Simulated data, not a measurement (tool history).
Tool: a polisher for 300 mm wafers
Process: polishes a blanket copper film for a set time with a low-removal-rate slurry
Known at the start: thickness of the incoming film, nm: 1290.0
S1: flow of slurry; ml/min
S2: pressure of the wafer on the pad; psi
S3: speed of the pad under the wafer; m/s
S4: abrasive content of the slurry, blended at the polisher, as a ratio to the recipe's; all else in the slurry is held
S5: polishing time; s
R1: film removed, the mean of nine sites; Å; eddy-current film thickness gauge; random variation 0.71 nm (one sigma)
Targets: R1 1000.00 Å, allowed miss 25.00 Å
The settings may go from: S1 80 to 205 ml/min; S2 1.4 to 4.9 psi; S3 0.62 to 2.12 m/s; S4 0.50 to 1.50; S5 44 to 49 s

run  hour   S1   S2    S3    S4  S5       R1
  1   0.0  135  3.1  1.36  1.00  49  1562.50
  2   1.2  130  2.9  1.36  1.00  49  1476.00
  3   2.1  130  2.9  1.56  1.00  49  1646.50
  4   7.0  130  2.9  1.56  0.80  49  1568.50
  5   9.3  130  2.9  1.24  0.80  49  1294.80
  6  12.8  130  2.9  1.52  0.80  49  1518.60
  7  19.1  130  2.9  1.52  0.80  49  1522.80
  8  26.7  100  2.0  1.50  0.80  49  1106.20
  9  35.0   95  1.6  1.50  0.80  49   963.23
 10  38.9  100  1.6  1.50  0.80  49   973.35
 11  46.7  105  1.6  1.50  0.80  49   968.98
     48.1  -- worn pad replaced by a new one
 12  48.1  105  1.7  1.50  0.80  49  1128.20
 13  51.3  100  1.7  1.50  0.80  49  1113.70
 14  56.1  100  1.6  1.50  0.80  49  1076.60
 15  59.9   90  1.4  1.50  0.80  49   968.53

Which of these 5 next moves meets every target?
  A  63.7  100  1.5  1.52  0.85  48   ?
  B  63.7  125  1.5  1.42  0.80  45   ?
  C  63.7   80  1.5  1.44  0.80  48   ?
  D  63.7  100  1.5  1.62  0.80  48   ?
  E  63.7  105  1.5  1.38  0.85  49   ?

move       R1
   A  1054.70
   B   959.26
   C   945.39
   D  1092.50
   E  1005.20
A: takes the result that was furthest off past its target
B: further off than the last run
C: further off than the last run
D: takes the result that was furthest off past its target
E: meets every target
Move E is the one to make.

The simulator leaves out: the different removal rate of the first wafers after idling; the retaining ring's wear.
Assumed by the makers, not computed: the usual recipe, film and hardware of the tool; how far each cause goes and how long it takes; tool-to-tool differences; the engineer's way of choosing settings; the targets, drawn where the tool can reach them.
